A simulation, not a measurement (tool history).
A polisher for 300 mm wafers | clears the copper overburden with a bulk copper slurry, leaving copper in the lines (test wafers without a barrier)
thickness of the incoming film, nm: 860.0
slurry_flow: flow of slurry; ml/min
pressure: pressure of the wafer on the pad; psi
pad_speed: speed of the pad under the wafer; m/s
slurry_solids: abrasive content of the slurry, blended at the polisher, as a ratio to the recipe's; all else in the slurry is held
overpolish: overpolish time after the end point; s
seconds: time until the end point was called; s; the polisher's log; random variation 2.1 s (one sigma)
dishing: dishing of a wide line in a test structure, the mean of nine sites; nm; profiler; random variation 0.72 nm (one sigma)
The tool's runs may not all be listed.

run  hour  slurry_flow  pressure  pad_speed  slurry_solids  overpolish  seconds  dishing
  1   0.0          125       2.5       1.26           1.00          17   92.126   47.370
  2   2.2          125       2.5       1.26           1.00          21   93.995   48.655
  3   5.3          125       2.5       1.26           1.00          15   94.114   47.039
  4  14.0          125       2.0       1.26           1.00          15  115.500   42.896
  5  22.7          125       1.4       1.26           1.00          15  162.660   37.284
  6  23.3          125       1.4       1.26           1.10          15  158.630   38.350
  7  26.4          125       1.4       1.26           1.10          15  159.960   38.629
  8  31.9          115       1.3       1.16           1.15          18  185.770   38.114
  9  36.2          110       1.2       1.10           1.20          22  213.940   37.776
 10  38.4          110       1.2       1.08           1.25          25  212.510   39.818

The next listed run, before its measurement:
 11  43.5           85       1.1       0.90           1.25          27        ?        ?

{"run 11": {"seconds": 296.95, "dishing": 35.201}}

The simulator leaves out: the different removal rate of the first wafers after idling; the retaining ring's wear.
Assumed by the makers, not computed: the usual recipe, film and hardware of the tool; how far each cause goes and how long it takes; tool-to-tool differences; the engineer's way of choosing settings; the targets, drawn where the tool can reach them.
